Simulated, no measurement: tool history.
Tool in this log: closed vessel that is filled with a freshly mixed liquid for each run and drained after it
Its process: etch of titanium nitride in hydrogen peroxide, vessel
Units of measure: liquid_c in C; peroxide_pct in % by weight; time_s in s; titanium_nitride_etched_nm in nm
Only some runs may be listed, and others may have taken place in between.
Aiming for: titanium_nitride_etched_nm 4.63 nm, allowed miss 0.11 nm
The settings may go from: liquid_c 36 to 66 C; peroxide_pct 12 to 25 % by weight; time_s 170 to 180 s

| run | hour | liquid_c | peroxide_pct | time_s | titanium_nitride_etched_nm |
|---|---|---|---|---|---|
| 1 | 0 | 52 | 17 | 170 | 9.4765 |
| 2 | 7.6 | 58 | 17 | 170 | 14.352 |
| 3 | 16.1 | 55 | 17 | 170 | 11.652 |
| 4 | 21.7 | 52.5 | 17 | 170 | 9.6855 |
| 5 | 30.6 | 47.5 | 17 | 170 | 6.8168 |
| 6 | 36.1 | 47.5 | 19.5 | 170 | 6.982 |
| 7 | 44.3 | 46.5 | 19.5 | 170 | 6.5576 |
| 8 | 49 | 45.5 | 19.5 | 170 | 6.0946 |
| 9 | 55.4 | 45 | 19.5 | 170 | 5.8294 |
| 10 | 57.6 | 41 | 19.5 | 170 | 4.3486 |
| 11 | 64.1 | 41.5 | 19.5 | 170 | 4.4723 |

Pick the move, out of 4, that brings all results within their allowed miss; only one does.
| A | 70.6 | 42.5 | 15.5 | 180 | ? |
| B | 70.6 | 42 | 19.5 | 170 | ? |
| C | 70.6 | 40.5 | 18 | 180 | ? |
| D | 70.6 | 42 | 20.5 | 180 | ? |

| move | titanium_nitride_etched_nm |
|---|---|
| A | 4.8505 |
| B | 4.6302 |
| C | 4.2986 |
| D | 4.9551 |
A: the result that was furthest off in the last run now lies on the other side of its target
B: in spec on every target
C: moves away from the targets compared with the last run
D: the result that was furthest off in the last run now lies on the other side of its target
B is the move that brings every result within its allowed miss.
